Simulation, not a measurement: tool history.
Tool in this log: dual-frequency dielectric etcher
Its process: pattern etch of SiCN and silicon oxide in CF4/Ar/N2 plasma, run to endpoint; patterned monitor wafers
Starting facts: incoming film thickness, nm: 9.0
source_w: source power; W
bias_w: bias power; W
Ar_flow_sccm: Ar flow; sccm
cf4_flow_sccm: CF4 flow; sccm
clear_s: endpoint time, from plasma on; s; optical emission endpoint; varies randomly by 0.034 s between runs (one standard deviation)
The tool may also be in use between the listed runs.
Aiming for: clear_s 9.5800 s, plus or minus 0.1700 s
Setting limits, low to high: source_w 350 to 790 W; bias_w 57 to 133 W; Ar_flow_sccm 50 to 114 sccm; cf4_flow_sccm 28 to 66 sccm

| run | day | source_w | bias_w | Ar_flow_sccm | cf4_flow_sccm | clear_s |
|---|---|---|---|---|---|---|
| 1 | 0.000 | 570 | 95 | 82 | 47 | 7.8078 |
| 2 | 0.292 | 550 | 95 | 82 | 47 | 8.0169 |
| 3 | 0.442 | 630 | 95 | 82 | 47 | 7.1933 |
| 4 | 0.467 | 630 | 105 | 82 | 47 | 6.8879 |
| 5 | 0.762 | 600 | 105 | 82 | 47 | 7.1940 |
| 6 | 1.104 | 570 | 105 | 82 | 47 | 7.4785 |
| 7 | 1.238 | 550 | 105 | 82 | 47 | 7.6797 |
| 8 | 1.300 | 530 | 105 | 82 | 47 | 7.9200 |
| 9 | 1.367 | 510 | 105 | 82 | 47 | 8.1236 |
| 10 | 1.446 | 490 | 105 | 82 | 47 | 8.4346 |
| 11 | 1.550 | 400 | 104 | 82 | 47 | 9.7903 |

Which one of the following 4 next-run settings gets every result inside its allowed miss? There is exactly one.
| A | 1.654 | 430 | 89 | 82 | 41 | ? |
| B | 1.654 | 450 | 88 | 72 | 43 | ? |
| C | 1.654 | 370 | 110 | 85 | 44 | ? |
| D | 1.654 | 370 | 103 | 82 | 66 | ? |

| move | clear_s |
|---|---|
| A | 10.1120 |
| B | 9.5485 |
| C | 10.3750 |
| D | 10.1220 |
A: lands further from the targets than the last run did
B: meets every target
C: lands further from the targets than the last run did
D: lands further from the targets than the last run did
Go with B: it meets all targets.
